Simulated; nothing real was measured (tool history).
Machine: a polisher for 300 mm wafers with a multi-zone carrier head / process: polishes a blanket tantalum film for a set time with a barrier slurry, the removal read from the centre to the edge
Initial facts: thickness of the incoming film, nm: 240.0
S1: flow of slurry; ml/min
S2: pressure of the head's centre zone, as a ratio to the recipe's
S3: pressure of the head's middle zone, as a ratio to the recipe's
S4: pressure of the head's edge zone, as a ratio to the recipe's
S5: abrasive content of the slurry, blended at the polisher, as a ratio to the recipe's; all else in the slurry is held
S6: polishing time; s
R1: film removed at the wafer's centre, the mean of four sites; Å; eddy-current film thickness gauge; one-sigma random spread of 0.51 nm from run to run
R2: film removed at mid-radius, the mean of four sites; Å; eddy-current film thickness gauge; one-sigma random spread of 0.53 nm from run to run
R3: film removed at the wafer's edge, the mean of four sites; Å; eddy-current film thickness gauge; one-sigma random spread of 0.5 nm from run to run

| run | hour | S1 | S2 | S3 | S4 | S5 | S6 | R1 | R2 | R3 |
|---|---|---|---|---|---|---|---|---|---|---|
| 1 | 0.0 | 305 | 1.00 | 1.00 | 1.00 | 1.00 | 38 | 614.11 | 602.01 | 607.37 |
| 2 | 8.1 | 305 | 1.06 | 1.00 | 1.00 | 1.00 | 38 | 641.83 | 605.46 | 612.97 |
| 3 | 10.1 | 305 | 1.06 | 1.00 | 1.08 | 1.00 | 38 | 658.79 | 597.45 | 640.40 |
| 4 | 18.2 | 305 | 1.03 | 0.99 | 1.04 | 0.90 | 38 | 602.99 | 568.05 | 586.93 |
| 5 | 25.9 | 305 | 1.03 | 0.99 | 1.04 | 1.05 | 38 | 646.89 | 601.84 | 634.05 |
| 6 | 31.2 | 305 | 1.00 | 0.97 | 1.01 | 1.00 | 38 | 609.15 | 580.56 | 608.70 |
| 7 | 39.5 | 305 | 0.98 | 0.96 | 0.98 | 0.95 | 38 | 577.12 | 565.69 | 597.14 |
| 8 | 42.7 | 305 | 0.98 | 0.96 | 0.96 | 0.85 | 38 | 557.10 | 533.87 | 558.95 |
| 9 | 47.1 | 305 | 0.96 | 0.96 | 0.94 | 0.80 | 38 | 535.71 | 509.18 | 539.22 |
| 10 | 52.3 | 300 | 0.94 | 0.97 | 0.92 | 0.80 | 38 | 509.51 | 516.61 | 521.56 |
| 11 | 55.6 | 295 | 0.94 | 0.97 | 0.91 | 0.80 | 38 | 510.01 | 524.12 | 518.44 |
| 12 | 60.6 | 290 | 0.94 | 0.97 | 0.90 | 0.80 | 38 | 502.19 | 512.80 | 513.52 |
| 13 | 67.2 | 285 | 0.94 | 0.97 | 0.89 | 0.80 | 38 | 510.36 | 515.33 | 510.63 |

Forecast run 14:
| 14 | 73.8 | 280 | 0.93 | 0.97 | 0.89 | 0.80 | 38 | ? | ? | ? |

For run 14 the tool returned R1 498.62 Å, R2 515.08 Å, R3 525.39 Å.

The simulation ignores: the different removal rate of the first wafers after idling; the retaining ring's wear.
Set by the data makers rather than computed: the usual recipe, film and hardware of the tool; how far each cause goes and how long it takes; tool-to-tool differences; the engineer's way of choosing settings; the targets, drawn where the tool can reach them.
